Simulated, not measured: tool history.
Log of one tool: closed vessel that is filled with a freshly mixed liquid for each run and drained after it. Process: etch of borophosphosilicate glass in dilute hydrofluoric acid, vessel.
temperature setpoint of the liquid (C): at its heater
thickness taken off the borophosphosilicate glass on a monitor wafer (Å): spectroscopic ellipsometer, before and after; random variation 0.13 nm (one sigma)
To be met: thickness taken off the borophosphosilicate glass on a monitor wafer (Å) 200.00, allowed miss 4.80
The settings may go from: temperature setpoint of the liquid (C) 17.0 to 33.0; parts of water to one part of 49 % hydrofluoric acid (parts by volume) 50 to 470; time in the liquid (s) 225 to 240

run,day,temperature setpoint of the liquid (C),parts of water to one part of 49 % hydrofluoric acid (parts by volume),time in the liquid (s),thickness taken off the borophosphosilicate glass on a monitor wafer (Å)
1,0.000,25.0,260,225,396.47
2,0.242,28.0,260,225,441.47
3,0.304,26.5,270,225,400.92
4,0.458,25.0,280,225,364.68
5,0.562,25.0,335,225,285.46
6,0.629,24.0,340,225,270.03
7,0.696,23.0,345,225,257.35
8,0.729,22.0,350,225,241.25
9,1.067,21.5,350,225,236.70
10,1.375,21.5,350,225,239.59

4 next moves are on the table. One of them brings every result within its allowed miss. Which?
A,1.683,20.5,400,230,?
B,1.683,23.0,425,240,?
C,1.683,21.0,375,235,?
D,1.683,20.5,305,240,?

move,thickness taken off the borophosphosilicate glass on a monitor wafer (Å)
A,198.63
B,207.75
C,224.96
D,295.12
A: meets every target
B: nearer than the last run, and not there yet
C: nearer than the last run, and not there yet
D: further off than the last run
The right move is A.
